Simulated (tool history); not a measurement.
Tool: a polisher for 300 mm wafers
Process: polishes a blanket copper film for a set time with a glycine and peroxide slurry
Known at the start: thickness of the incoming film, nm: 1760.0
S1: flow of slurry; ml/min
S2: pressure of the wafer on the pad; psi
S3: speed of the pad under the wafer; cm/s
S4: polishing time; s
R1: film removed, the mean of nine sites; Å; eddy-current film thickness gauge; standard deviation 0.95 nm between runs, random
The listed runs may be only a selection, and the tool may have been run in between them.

run 1 day=0 | S1=265 S2=2.2 S3=112 S4=33 | R1=1593.3
run 2 day=0.175 | S1=265 S2=2.2 S3=96 S4=33 | R1=1375.6
run 3 day=0.329 | S1=265 S2=2.5 S3=96 S4=33 | R1=1523.5
run 4 day=0.625 | S1=265 S2=2.1 S3=96 S4=33 | R1=1375.8
run 5 day=0.779 | S1=265 S2=2.1 S3=96 S4=29 | R1=1200
run 6 day=0.812 | S1=265 S2=2.1 S3=96 S4=33 | R1=1384.8
run 7 day=0.954 | S1=265 S2=2.1 S3=96 S4=33 | R1=1372
run 8 day=1.267 | S1=265 S2=1.8 S3=94 S4=33 | R1=1224.7
run 9 day=1.304 | S1=265 S2=1.6 S3=94 S4=33 | R1=1152.8

Run 10 is up next; what results do you expect?
run 10 day=1.517 | S1=265 S2=1.5 S3=94 S4=33 | R1=?

R1: 1099.6 Å
